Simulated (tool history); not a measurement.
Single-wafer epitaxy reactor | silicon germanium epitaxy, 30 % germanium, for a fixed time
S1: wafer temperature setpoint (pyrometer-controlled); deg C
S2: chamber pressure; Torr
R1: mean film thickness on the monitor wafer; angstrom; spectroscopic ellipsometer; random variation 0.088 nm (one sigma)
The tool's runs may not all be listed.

| run | hour | S1 | S2 | R1 |
|---|---|---|---|---|
| 1 | 0 | 600 | 15.3 | 539.93 |
| 2 | 8.1 | 595 | 15.3 | 486.77 |
| 3 | 15.9 | 592 | 15.3 | 458.18 |
| 4 | 22.6 | 598 | 15.3 | 518.93 |
| 5 | 24.8 | 598 | 13.8 | 496.73 |
| 6 | 28.4 | 595 | 13.8 | 466.9 |

The next listed run, before its measurement:
| 7 | 31.2 | 593 | 13.8 | ? |

R1: 447.61 angstrom
